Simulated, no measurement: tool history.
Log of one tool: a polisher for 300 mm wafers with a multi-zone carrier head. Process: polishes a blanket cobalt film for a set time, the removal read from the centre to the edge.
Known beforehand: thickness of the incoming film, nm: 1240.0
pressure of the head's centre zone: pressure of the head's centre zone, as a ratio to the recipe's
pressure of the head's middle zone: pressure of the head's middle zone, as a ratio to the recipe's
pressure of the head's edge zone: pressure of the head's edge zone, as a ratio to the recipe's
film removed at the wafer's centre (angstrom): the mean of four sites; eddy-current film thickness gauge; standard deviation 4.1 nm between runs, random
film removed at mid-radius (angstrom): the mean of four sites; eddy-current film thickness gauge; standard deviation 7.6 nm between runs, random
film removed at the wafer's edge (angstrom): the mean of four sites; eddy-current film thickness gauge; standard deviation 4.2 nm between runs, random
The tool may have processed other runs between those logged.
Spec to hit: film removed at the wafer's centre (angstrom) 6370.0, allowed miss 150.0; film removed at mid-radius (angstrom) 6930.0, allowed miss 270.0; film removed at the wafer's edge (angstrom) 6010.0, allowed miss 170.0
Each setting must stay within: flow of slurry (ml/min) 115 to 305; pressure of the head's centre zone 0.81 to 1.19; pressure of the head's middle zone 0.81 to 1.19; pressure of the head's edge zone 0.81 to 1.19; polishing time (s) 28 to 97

run  hour  flow of slurry (ml/min)  pressure of the head's centre zone  pressure of the head's middle zone  pressure of the head's edge zone  polishing time (s)  film removed at the wafer's centre (angstrom)  film removed at mid-radius (angstrom)  film removed at the wafer's edge (angstrom)
  1   0.0                      195                                1.00                                1.00                              1.00                  62                                         4809.5                                 4981.8                                       5012.5
  2   6.3                      195                                1.00                                0.95                              1.00                  62                                         4866.3                                 4731.5                                       4968.2
  3   8.1                      195                                1.07                                0.95                              1.00                  62                                         5118.7                                 4849.0                                       5035.1
  4  10.2                      195                                1.13                                0.95                              1.00                  62                                         5461.5                                 4768.8                                       5003.1
  5  18.3                      195                                1.08                                0.95                              1.00                  62                                         5270.9                                 4777.1                                       4993.6
  6  19.7                      195                                1.08                                0.95                              1.00                  54                                         4507.5                                 4144.7                                       4308.5
  7  26.4                      220                                1.10                                1.02                              1.02                  58                                         5037.6                                 4875.0                                       4777.0
  8  32.9                      240                                1.12                                1.07                              1.05                  61                                         5416.8                                 5367.9                                       5116.8
  9  37.0                      250                                1.13                                1.11                              1.06                  63                                         5688.6                                 5689.1                                       5256.8
 10  41.9                      260                                1.12                                1.14                              1.07                  65                                         5839.2                                 5995.7                                       5520.8
 11  50.8                      270                                1.11                                1.16                              1.05                  67                                         6171.1                                 6465.2                                       5695.9
 12  54.0                      275                                1.10                                1.17                              1.06                  68                                         6089.5                                 6426.5                                       5735.9

Consider the 5 candidate settings below. Which is the only one whose results all fall within their allowed miss of target?
  A  57.2                      300                                1.00                                1.19                              0.87                  77                                              ?                                      ?                                            ?
  B  57.2                      285                                1.09                                1.19                              1.05                  71                                              ?                                      ?                                            ?
  C  57.2                      280                                1.13                                1.17                              1.14                  62                                              ?                                      ?                                            ?
  D  57.2                      290                                1.03                                1.19                              1.05                  71                                              ?                                      ?                                            ?
  E  57.2                      295                                1.15                                1.19                              0.92                  70                                              ?                                      ?                                            ?

move  film removed at the wafer's centre (angstrom)  film removed at mid-radius (angstrom)  film removed at the wafer's edge (angstrom)
   A                                         6397.7                                 7508.3                                       6062.2
   B                                         6399.2                                 6884.1                                       6086.5
   C                                         5782.6                                 5911.6                                       5534.4
   D                                         6055.8                                 6898.0                                       6094.3
   E                                         6683.4                                 6809.0                                       5646.9
A: the worst result of the last run now meets its target, but another is out of spec
B: every result within its allowed miss
C: its largest miss is bigger than the last run's
D: its largest miss is bigger than the last run's
E: pushes the last run's worst result past its target
Correct choice: B, which meets every target
